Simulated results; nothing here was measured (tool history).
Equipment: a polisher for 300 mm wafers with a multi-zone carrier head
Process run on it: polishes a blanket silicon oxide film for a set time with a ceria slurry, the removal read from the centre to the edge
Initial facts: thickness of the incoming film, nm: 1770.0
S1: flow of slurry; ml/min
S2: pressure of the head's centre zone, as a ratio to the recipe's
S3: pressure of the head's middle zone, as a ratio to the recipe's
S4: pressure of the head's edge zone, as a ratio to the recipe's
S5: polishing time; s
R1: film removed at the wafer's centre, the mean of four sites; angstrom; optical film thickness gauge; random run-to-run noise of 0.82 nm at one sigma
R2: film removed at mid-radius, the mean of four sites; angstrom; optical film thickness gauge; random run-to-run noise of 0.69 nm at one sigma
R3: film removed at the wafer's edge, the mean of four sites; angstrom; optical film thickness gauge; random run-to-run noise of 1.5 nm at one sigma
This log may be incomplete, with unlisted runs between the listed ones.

{"run": 1, "hour": 0.0, "S1": 155, "S2": 1, "S3": 1, "S4": 1, "S5": 37, "R1": 1335, "R2": 1366.9, "R3": 1418.6}
{"run": 2, "hour": 7.6, "S1": 155, "S2": 0.96, "S3": 1, "S4": 1, "S5": 37, "R1": 1266.5, "R2": 1365.4, "R3": 1369.4}
{"run": 3, "hour": 14.0, "S1": 145, "S2": 0.95, "S3": 0.95, "S4": 0.95, "S5": 36, "R1": 1192.3, "R2": 1274.1, "R3": 1311.1}
{"run": 4, "hour": 19.6, "S1": 145, "S2": 0.95, "S3": 0.95, "S4": 0.95, "S5": 45, "R1": 1536.8, "R2": 1582.6, "R3": 1640.8}
{"run": 5, "hour": 26.2, "S1": 140, "S2": 0.96, "S3": 0.92, "S4": 0.91, "S5": 41, "R1": 1383.6, "R2": 1395.7, "R3": 1431}
{"run": 6, "hour": 30.3, "S1": 140, "S2": 0.92, "S3": 0.92, "S4": 0.91, "S5": 41, "R1": 1321.5, "R2": 1386.8, "R3": 1495.3}
{"run": 7, "hour": 37.5, "S1": 135, "S2": 0.94, "S3": 0.9, "S4": 0.89, "S5": 39, "R1": 1297.4, "R2": 1281.5, "R3": 1351.3}

What will run 8 give?
{"hour": 38.3, "done": "edge zone pressure recalibrated"}
{"run": 8, "hour": 38.3, "S1": 100, "S2": 0.86, "S3": 0.81, "S4": 0.81, "S5": 34, "R1": "?", "R2": "?", "R3": "?"}

{"run 8": {"R1": 950.47, "R2": 976.19, "R3": 1053.3}}
